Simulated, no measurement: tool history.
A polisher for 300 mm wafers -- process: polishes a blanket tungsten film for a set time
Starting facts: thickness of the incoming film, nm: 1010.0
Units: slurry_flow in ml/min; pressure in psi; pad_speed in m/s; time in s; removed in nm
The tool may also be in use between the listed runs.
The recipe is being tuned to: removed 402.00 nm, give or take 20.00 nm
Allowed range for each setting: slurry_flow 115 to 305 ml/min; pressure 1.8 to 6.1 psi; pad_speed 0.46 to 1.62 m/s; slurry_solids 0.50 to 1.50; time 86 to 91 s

Run 1, hour 0.0: slurry_flow 195 ml/min, pressure 3.9 psi, pad_speed 1.04 m/s, slurry_solids 1.00, time 86 s. Result: removed 482.31 nm.
Run 2, hour 2.2: slurry_flow 195 ml/min, pressure 3.9 psi, pad_speed 0.92 m/s, slurry_solids 1.00, time 86 s. Result: removed 433.03 nm.
Run 3, hour 3.5: slurry_flow 195 ml/min, pressure 3.9 psi, pad_speed 1.16 m/s, slurry_solids 1.00, time 86 s. Result: removed 527.62 nm.
Run 4, hour 9.9: slurry_flow 195 ml/min, pressure 3.6 psi, pad_speed 1.16 m/s, slurry_solids 1.00, time 86 s. Result: removed 504.70 nm.
Run 5, hour 15.5: slurry_flow 195 ml/min, pressure 3.6 psi, pad_speed 1.16 m/s, slurry_solids 1.00, time 91 s. Result: removed 522.87 nm.
Run 6, hour 24.0: slurry_flow 195 ml/min, pressure 3.3 psi, pad_speed 1.16 m/s, slurry_solids 1.00, time 91 s. Result: removed 488.12 nm.
Run 7, hour 32.2: slurry_flow 195 ml/min, pressure 3.1 psi, pad_speed 1.16 m/s, slurry_solids 1.00, time 91 s. Result: removed 465.78 nm.
Run 8, hour 33.9: slurry_flow 195 ml/min, pressure 2.9 psi, pad_speed 1.16 m/s, slurry_solids 1.00, time 91 s. Result: removed 439.52 nm.

Which single option among these 5 for the next run brings every result within its allowed miss of target? Just one does.
Run A, hour 35.6: slurry_flow 165 ml/min, pressure 3.3 psi, pad_speed 1.12 m/s, slurry_solids 1.15, time 91 s. Result: removed ?.
Run B, hour 35.6: slurry_flow 205 ml/min, pressure 3.0 psi, pad_speed 1.22 m/s, slurry_solids 1.00, time 86 s. Result: removed ?.
Run C, hour 35.6: slurry_flow 215 ml/min, pressure 2.6 psi, pad_speed 1.38 m/s, slurry_solids 1.20, time 89 s. Result: removed ?.
Run D, hour 35.6: slurry_flow 215 ml/min, pressure 2.8 psi, pad_speed 1.16 m/s, slurry_solids 0.95, time 86 s. Result: removed ?.
Run E, hour 35.6: slurry_flow 150 ml/min, pressure 3.0 psi, pad_speed 1.38 m/s, slurry_solids 1.05, time 88 s. Result: removed ?.

move  removed
   A   482.06
   B   454.70
   C   488.87
   D   405.03
   E   506.10
A: lands further from the targets than the last run did
B: lands further from the targets than the last run did
C: lands further from the targets than the last run did
D: every result lands within tolerance
E: lands further from the targets than the last run did
D meets every target.
